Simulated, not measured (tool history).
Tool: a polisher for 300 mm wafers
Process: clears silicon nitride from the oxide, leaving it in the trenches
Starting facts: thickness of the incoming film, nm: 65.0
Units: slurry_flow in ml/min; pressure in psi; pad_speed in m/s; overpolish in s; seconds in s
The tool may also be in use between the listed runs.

run    day  slurry_flow  pressure  pad_speed  overpolish  seconds
  1  0.000          230       2.2       0.98           8   77.159
  2  0.104          180       2.2       0.98           8   78.424
  3  0.233          180       2.3       0.98           8   75.811
  4  0.508          180       2.4       0.98           8   73.910
  5  0.550          180       2.5       0.98           8   69.687
  6  0.750          200       2.5       0.98           8   70.080
  7  1.017          200       2.6       0.98           8   65.958

Run 8 comes next. What will it give?
  8  1.383          200       2.6       0.98           8        ?

{"run 8": {"seconds": 67.354}}
